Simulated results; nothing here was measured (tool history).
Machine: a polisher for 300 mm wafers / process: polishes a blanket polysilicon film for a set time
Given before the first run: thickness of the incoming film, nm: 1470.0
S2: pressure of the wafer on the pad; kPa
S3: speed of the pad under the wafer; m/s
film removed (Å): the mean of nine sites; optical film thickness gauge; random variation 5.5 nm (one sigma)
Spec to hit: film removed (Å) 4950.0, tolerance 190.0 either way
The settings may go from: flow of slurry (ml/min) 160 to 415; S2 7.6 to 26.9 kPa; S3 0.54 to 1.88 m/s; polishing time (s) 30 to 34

{"run": 1, "hour": 0.0, "flow of slurry (ml/min)": 265, "S2": 17.2, "S3": 1.2, "polishing time (s)": 34, "film removed (Å)": 2540.8}
{"run": 2, "hour": 4.0, "flow of slurry (ml/min)": 265, "S2": 19.3, "S3": 1.24, "polishing time (s)": 34, "film removed (Å)": 2922.1}
{"run": 3, "hour": 7.7, "flow of slurry (ml/min)": 265, "S2": 21.4, "S3": 1.28, "polishing time (s)": 34, "film removed (Å)": 3402.0}
{"run": 4, "hour": 15.2, "flow of slurry (ml/min)": 265, "S2": 24.8, "S3": 1.28, "polishing time (s)": 34, "film removed (Å)": 3909.0}
{"run": 5, "hour": 21.0, "flow of slurry (ml/min)": 265, "S2": 25.5, "S3": 1.32, "polishing time (s)": 34, "film removed (Å)": 3998.8}
{"run": 6, "hour": 29.9, "flow of slurry (ml/min)": 265, "S2": 25.5, "S3": 1.46, "polishing time (s)": 34, "film removed (Å)": 4493.4}
{"run": 7, "hour": 30.4, "flow of slurry (ml/min)": 265, "S2": 25.5, "S3": 1.48, "polishing time (s)": 34, "film removed (Å)": 4592.7}
{"run": 8, "hour": 31.7, "flow of slurry (ml/min)": 265, "S2": 26.2, "S3": 1.5, "polishing time (s)": 34, "film removed (Å)": 4798.7}
{"run": 9, "hour": 34.4, "flow of slurry (ml/min)": 265, "S2": 26.2, "S3": 1.5, "polishing time (s)": 34, "film removed (Å)": 4661.5}

Which of these 4 next moves meets every target?
{"run": "A", "hour": 37.1, "flow of slurry (ml/min)": 310, "S2": 26.9, "S3": 1.5, "polishing time (s)": 34, "film removed (Å)": "?"}
{"run": "B", "hour": 37.1, "flow of slurry (ml/min)": 220, "S2": 25.5, "S3": 1.64, "polishing time (s)": 30, "film removed (Å)": "?"}
{"run": "C", "hour": 37.1, "flow of slurry (ml/min)": 330, "S2": 24.1, "S3": 1.7, "polishing time (s)": 30, "film removed (Å)": "?"}
{"run": "D", "hour": 37.1, "flow of slurry (ml/min)": 265, "S2": 26.9, "S3": 1.32, "polishing time (s)": 34, "film removed (Å)": "?"}

move=A film_removed_(Å)=4931.3
move=B film_removed_(Å)=4349.5
move=C film_removed_(Å)=4446.4
move=D film_removed_(Å)=4289.3
A: each result inside its tolerance
B: the biggest miss grows against the last run
C: the biggest miss grows against the last run
D: the biggest miss grows against the last run
So the answer is move A, the one that meets all the targets.

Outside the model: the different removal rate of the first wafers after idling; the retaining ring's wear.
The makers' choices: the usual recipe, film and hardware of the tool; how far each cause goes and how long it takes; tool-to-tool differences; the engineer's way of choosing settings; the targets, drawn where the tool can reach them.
